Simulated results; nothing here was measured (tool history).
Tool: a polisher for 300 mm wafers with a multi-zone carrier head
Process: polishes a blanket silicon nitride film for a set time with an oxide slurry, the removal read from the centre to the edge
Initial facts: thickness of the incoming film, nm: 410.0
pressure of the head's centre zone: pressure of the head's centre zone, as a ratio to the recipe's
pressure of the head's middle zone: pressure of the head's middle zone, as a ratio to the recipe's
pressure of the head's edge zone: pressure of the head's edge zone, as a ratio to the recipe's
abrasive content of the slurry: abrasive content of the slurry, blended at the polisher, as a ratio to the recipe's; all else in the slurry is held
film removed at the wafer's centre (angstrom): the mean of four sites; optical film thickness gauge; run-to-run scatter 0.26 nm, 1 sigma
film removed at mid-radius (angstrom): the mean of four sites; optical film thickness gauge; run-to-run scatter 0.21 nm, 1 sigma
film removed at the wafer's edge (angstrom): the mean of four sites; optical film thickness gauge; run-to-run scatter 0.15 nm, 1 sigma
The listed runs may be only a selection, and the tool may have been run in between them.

run  hour  flow of slurry (ml/min)  pressure of the head's centre zone  pressure of the head's middle zone  pressure of the head's edge zone  abrasive content of the slurry  polishing time (s)  film removed at the wafer's centre (angstrom)  film removed at mid-radius (angstrom)  film removed at the wafer's edge (angstrom)
  1     0                      190                                   1                                   1                                 1                               1                  63                                          272.9                                 274.09                                       272.96
  2   3.1                      190                                0.96                                   1                                 1                               1                  63                                          262.1                                 278.83                                       267.77
  3  11.7                      190                                0.93                                   1                                 1                               1                  63                                         251.54                                 282.07                                       272.69
  4  19.2                      190                                0.93                                   1                                 1                             0.9                  63                                         248.79                                 270.16                                       259.05
  5  26.1                      185                                0.91                                0.98                              0.98                             0.8                  62                                         232.87                                 239.39                                       242.69
  6  29.4                      210                                0.91                                0.98                              0.98                             0.8                  62                                         230.86                                 246.46                                       242.25
  7  37.6                      210                                 0.9                                0.98                              0.96                            0.75                  61                                         222.13                                 237.81                                       228.93
  8  41.8                      210                                 0.9                                0.98                              0.96                            0.75                  61                                         221.24                                 235.13                                       233.62
  9  44.8                      210                                 0.9                                0.98                              0.95                             0.7                  60                                          212.2                                 224.03                                       217.57
 10  45.9                      205                                0.89                                0.97                              0.93                             0.7                  60                                         207.11                                 216.95                                       217.02
 11  47.2                      205                                0.89                                0.97                              0.91                             0.7                  60                                         207.34                                 223.24                                       215.03

The next listed run, before its measurement:
 12  53.5                      205                                0.89                                0.96                               0.9                            0.65                  60                                              ?                                      ?                                            ?

{"run 12": {"film removed at the wafer's centre (angstrom)": 198.84, "film removed at mid-radius (angstrom)": 211.79, "film removed at the wafer's edge (angstrom)": 204.36}}

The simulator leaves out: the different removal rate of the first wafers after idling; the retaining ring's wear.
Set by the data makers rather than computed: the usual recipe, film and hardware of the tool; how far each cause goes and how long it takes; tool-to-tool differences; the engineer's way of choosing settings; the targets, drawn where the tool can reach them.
